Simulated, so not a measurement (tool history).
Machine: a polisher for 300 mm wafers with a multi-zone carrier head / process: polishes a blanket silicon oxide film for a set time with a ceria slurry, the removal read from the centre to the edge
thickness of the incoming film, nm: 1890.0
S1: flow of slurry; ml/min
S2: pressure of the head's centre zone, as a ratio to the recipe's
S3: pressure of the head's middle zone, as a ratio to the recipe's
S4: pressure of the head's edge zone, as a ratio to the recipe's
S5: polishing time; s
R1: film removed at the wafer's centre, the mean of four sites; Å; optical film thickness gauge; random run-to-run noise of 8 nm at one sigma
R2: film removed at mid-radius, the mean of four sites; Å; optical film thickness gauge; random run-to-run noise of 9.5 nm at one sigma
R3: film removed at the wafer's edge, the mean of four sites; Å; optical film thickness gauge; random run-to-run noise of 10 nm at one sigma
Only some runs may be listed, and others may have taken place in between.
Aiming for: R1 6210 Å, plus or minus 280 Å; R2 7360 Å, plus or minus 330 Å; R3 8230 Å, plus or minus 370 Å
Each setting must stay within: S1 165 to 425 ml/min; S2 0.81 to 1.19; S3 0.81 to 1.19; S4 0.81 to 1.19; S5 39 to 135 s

run	day	S1	S2	S3	S4	S5	R1	R2	R3
1	0	275	1	1	1	87	5846.6	6090.2	6233
2	0.042	250	1	1	1	87	5897.9	6050.6	6147.3
3	0.396	250	1	1	1	102	7096.8	7037.4	7144.7
4	0.517	265	0.97	1	1.04	103	6625.4	7106.3	7406.3
5	0.579	265	1.05	1	1.04	103	7315.5	7392.6	7486.7
6	0.812	275	1.03	1	1.07	104	7176.8	7224.3	7556.8
7	1.125	285	1	1.01	1.09	105	7023	7492.5	7699.1
8	1.412	285	1	1.01	1.09	105	7336.5	7587.9	7791
9	1.525	285	1	1.01	1.09	105	7377.9	7454.1	7818.4
10	1.604	265	0.96	1.02	1.11	106	7141.4	7465	7942.2
11	1.979	280	0.93	1.02	1.12	106	6723.2	7649.4	8042.5
12	2.129	280	0.92	1.01	1.13	106	6585.5	7597.4	8061
13	2.225	275	0.91	1	1.14	106	6726.4	7353.9	7890
14	2.325	280	0.89	1	1.15	106	6376.7	7403.1	8234.8

Pick the move, out of 5, that brings all results within their allowed miss; only one does.
A	2.425	300	0.9	0.92	1.19	110	?	?	?
B	2.425	280	0.93	0.92	1.05	108	?	?	?
C	2.425	265	0.91	1.06	1.11	107	?	?	?
D	2.425	290	0.86	0.99	1.19	105	?	?	?
E	2.425	285	0.94	1	1.16	109	?	?	?

move	R1	R2	R3
A	6980.8	7393.2	8700
B	7031.6	7210.3	7972.7
C	6779.1	8003.3	8072
D	6345	7481.5	8276.2
E	7191.7	7816.3	8465.6
A: further off than the last run
B: further off than the last run
C: further off than the last run
D: all results in spec
E: further off than the last run
Correct choice: D, which meets every target
